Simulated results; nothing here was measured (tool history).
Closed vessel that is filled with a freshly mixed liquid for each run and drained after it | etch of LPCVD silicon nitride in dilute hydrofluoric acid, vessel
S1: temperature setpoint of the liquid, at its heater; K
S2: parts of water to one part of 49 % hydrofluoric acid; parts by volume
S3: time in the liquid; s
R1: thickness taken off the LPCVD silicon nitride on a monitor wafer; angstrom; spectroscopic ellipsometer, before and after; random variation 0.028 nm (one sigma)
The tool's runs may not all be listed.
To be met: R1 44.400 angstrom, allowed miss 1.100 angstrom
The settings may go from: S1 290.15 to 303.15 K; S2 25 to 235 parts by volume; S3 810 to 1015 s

| run | hour | S1 | S2 | S3 | R1 |
|---|---|---|---|---|---|
| 1 | 0.0 | 295.15 | 130 | 1015 | 34.228 |
| 2 | 2.7 | 296.65 | 130 | 1015 | 37.896 |
| 3 | 8.2 | 297.65 | 130 | 1015 | 40.577 |
| 4 | 16.9 | 298.15 | 130 | 1015 | 41.997 |
| 5 | 23.1 | 298.15 | 175 | 1015 | 31.516 |
| 6 | 29.9 | 301.15 | 175 | 1015 | 37.718 |
| 7 | 32.3 | 301.65 | 175 | 1015 | 38.936 |
| 8 | 35.6 | 302.15 | 175 | 1015 | 40.147 |
| 9 | 42.8 | 302.65 | 175 | 1015 | 41.566 |

4 next moves are on the table. One of them brings every result within its allowed miss. Which?
| A | 50.0 | 302.65 | 175 | 980 | ? |
| B | 50.0 | 303.15 | 165 | 1000 | ? |
| C | 50.0 | 303.15 | 175 | 970 | ? |
| D | 50.0 | 303.15 | 150 | 960 | ? |

| move | R1 |
|---|---|
| A | 39.641 |
| B | 44.266 |
| C | 40.444 |
| D | 46.814 |
A: further off than the last run
B: meets every target
C: further off than the last run
D: takes the result that was furthest off past its target
Move B is the one to make.
